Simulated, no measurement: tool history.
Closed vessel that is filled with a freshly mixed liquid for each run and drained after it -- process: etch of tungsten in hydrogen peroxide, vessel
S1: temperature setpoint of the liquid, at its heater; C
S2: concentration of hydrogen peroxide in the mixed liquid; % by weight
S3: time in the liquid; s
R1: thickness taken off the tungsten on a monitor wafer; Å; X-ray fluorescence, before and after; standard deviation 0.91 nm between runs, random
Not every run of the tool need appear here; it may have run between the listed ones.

| run | day | S1 | S2 | S3 | R1 |
|---|---|---|---|---|---|
| 1 | 0 | 54 | 23.5 | 30 | 953.39 |
| 2 | 0.033 | 54 | 23.5 | 30 | 953.95 |
| 3 | 0.138 | 57 | 23.5 | 30 | 1136.9 |
| 4 | 0.379 | 57 | 23.5 | 30 | 1152.2 |
| 5 | 0.425 | 57 | 23.5 | 30 | 1134 |
| 6 | 0.708 | 57 | 23.5 | 30 | 1148.1 |
| 7 | 0.879 | 59 | 23.5 | 30 | 1271.4 |

What does the tool deliver on the next run?
| 8 | 1.221 | 60.5 | 23.5 | 30 | ? |

Run 8 gave R1 1392.5 Å.
